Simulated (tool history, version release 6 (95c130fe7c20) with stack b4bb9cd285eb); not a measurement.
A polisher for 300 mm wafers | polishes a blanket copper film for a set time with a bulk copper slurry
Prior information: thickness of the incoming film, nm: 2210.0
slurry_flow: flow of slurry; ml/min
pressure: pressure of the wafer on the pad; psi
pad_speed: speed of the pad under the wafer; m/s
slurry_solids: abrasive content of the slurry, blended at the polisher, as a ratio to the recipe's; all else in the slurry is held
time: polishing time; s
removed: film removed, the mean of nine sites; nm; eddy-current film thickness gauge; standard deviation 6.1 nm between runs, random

{"run": 1, "hour": 0.0, "slurry_flow": 290, "pressure": 3.1, "pad_speed": 1.26, "slurry_solids": 1, "time": 60, "removed": 835.1}
{"run": 2, "hour": 4.8, "slurry_flow": 290, "pressure": 2.8, "pad_speed": 1.22, "slurry_solids": 1, "time": 60, "removed": 739.4}
{"run": 3, "hour": 6.0, "slurry_flow": 240, "pressure": 2.8, "pad_speed": 1.22, "slurry_solids": 1, "time": 60, "removed": 727.69}
{"run": 4, "hour": 7.9, "slurry_flow": 240, "pressure": 2.8, "pad_speed": 1.22, "slurry_solids": 0.8, "time": 60, "removed": 720.8}
{"run": 5, "hour": 11.6, "slurry_flow": 240, "pressure": 2.8, "pad_speed": 1.22, "slurry_solids": 0.95, "time": 60, "removed": 715.17}
{"run": 6, "hour": 17.8, "slurry_flow": 240, "pressure": 2.8, "pad_speed": 1.22, "slurry_solids": 0.8, "time": 60, "removed": 702.16}
{"run": 7, "hour": 21.0, "slurry_flow": 240, "pressure": 2.5, "pad_speed": 1.2, "slurry_solids": 0.8, "time": 60, "removed": 615.82}
{"run": 8, "hour": 21.8, "slurry_flow": 240, "pressure": 2.5, "pad_speed": 1.2, "slurry_solids": 0.8, "time": 60, "removed": 617.82}
{"run": 9, "hour": 23.7, "slurry_flow": 240, "pressure": 2.3, "pad_speed": 1.2, "slurry_solids": 0.8, "time": 60, "removed": 582.76}
{"run": 10, "hour": 26.4, "slurry_flow": 240, "pressure": 2.1, "pad_speed": 1.2, "slurry_solids": 0.8, "time": 60, "removed": 514.63}

Run 11, settings as shown, results not yet in. Your forecast:
{"run": 11, "hour": 31.7, "slurry_flow": 240, "pressure": 2, "pad_speed": 1.2, "slurry_solids": 0.8, "time": 60, "removed": "?"}

removed: 500.83 nm
